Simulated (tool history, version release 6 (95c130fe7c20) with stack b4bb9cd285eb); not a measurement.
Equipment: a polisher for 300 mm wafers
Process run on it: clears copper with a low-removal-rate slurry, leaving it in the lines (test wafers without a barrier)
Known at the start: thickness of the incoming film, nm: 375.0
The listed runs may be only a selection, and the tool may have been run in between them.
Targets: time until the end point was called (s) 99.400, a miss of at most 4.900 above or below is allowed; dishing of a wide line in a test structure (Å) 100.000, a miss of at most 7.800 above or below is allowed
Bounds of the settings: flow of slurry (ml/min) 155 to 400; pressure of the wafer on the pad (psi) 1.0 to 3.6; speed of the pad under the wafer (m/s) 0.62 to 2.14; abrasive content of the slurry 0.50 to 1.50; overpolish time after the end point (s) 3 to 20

run    day  flow of slurry (ml/min)  pressure of the wafer on the pad (psi)  speed of the pad under the wafer (m/s)  abrasive content of the slurry  overpolish time after the end point (s)  time until the end point was called (s)  dishing of a wide line in a test structure (Å)
  1  0.000                      255                                     2.3                                    1.38                            1.00                                       10                                  138.950                                          85.961
  2  0.058                      255                                     2.3                                    1.38                            1.10                                       10                                  132.350                                          84.113
  3  0.154                      255                                     2.3                                    1.38                            1.10                                       11                                  132.460                                          93.033
  4  0.408                      255                                     2.5                                    1.38                            1.10                                       11                                  120.530                                          92.541
  5  0.583                      255                                     2.5                                    1.38                            1.20                                       11                                  115.560                                          95.813
  6  0.683                      255                                     2.6                                    1.38                            1.20                                       11                                  118.120                                          94.365
  7  0.971                      255                                     2.7                                    1.40                            1.20                                       11                                  110.420                                          94.614
  8  1.112                      255                                     2.8                                    1.40                            1.20                                       11                                  107.550                                          95.269

Which one of the following 5 next-run settings gets every result inside its allowed miss? There is exactly one.
  A  1.254                      260                                     2.7                                    1.64                            1.00                                       13                                        ?                                               ?
  B  1.254                      290                                     2.7                                    1.24                            1.20                                       11                                        ?                                               ?
  C  1.254                      280                                     3.4                                    1.36                            1.30                                       12                                        ?                                               ?
  D  1.254                      275                                     3.0                                    1.40                            1.25                                        7                                        ?                                               ?
  E  1.254                      285                                     3.0                                    1.54                            1.25                                       10                                        ?                                               ?

move  time until the end point was called (s)  dishing of a wide line in a test structure (Å)
   A                                  101.230                                         100.320
   B                                  118.520                                          94.949
   C                                   87.159                                         101.580
   D                                   97.436                                          88.558
   E                                   90.411                                          98.480
A: all results in spec
B: the biggest miss grows against the last run
C: the result that was furthest off in the last run now lies on the other side of its target
D: the worst result of the last run now meets its target, but another is out of spec
E: the result that was furthest off in the last run now lies on the other side of its target
Answer: A

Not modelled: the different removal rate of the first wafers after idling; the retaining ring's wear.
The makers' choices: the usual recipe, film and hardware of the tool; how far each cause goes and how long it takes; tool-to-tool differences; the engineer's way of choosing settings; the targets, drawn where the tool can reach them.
